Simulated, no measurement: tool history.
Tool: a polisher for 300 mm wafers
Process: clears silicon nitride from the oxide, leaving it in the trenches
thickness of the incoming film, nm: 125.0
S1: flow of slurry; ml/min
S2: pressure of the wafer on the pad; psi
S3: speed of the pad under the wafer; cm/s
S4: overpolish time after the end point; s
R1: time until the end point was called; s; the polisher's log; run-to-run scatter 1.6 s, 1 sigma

Run 1, day 0: S1 310 ml/min, S2 3.4 psi, S3 110 cm/s, S4 47 s. Result: R1 105.33 s.
Run 2, day 0.196: S1 355 ml/min, S2 3.4 psi, S3 110 cm/s, S4 47 s. Result: R1 104.61 s.
Run 3, day 0.283: S1 400 ml/min, S2 3.4 psi, S3 110 cm/s, S4 47 s. Result: R1 104.11 s.
Run 4, day 0.433: S1 400 ml/min, S2 3.1 psi, S3 110 cm/s, S4 47 s. Result: R1 112.89 s.
Run 5, day 0.792: S1 400 ml/min, S2 3.7 psi, S3 110 cm/s, S4 47 s. Result: R1 96.868 s.
Run 6, day 0.9: S1 365 ml/min, S2 3.7 psi, S3 110 cm/s, S4 47 s. Result: R1 95.294 s.
Run 7, day 1.254: S1 365 ml/min, S2 3.7 psi, S3 110 cm/s, S4 47 s. Result: R1 97.035 s.
Run 8, day 1.508: S1 365 ml/min, S2 3.3 psi, S3 110 cm/s, S4 47 s. Result: R1 107.72 s.
Run 9, day 1.588: S1 365 ml/min, S2 3 psi, S3 110 cm/s, S4 47 s. Result: R1 114.87 s.
Run 10, day 1.675: S1 365 ml/min, S2 2.8 psi, S3 110 cm/s, S4 47 s. Result: R1 125.89 s.
Run 11, day 1.875: S1 365 ml/min, S2 2.7 psi, S3 110 cm/s, S4 47 s. Result: R1 126.32 s.

Run 12 has not been measured yet. What should we expect?
Run 12, day 2.217: S1 365 ml/min, S2 2.6 psi, S3 110 cm/s, S4 47 s. Result: R1 ?.

Run 12 gave R1 134.79 s.
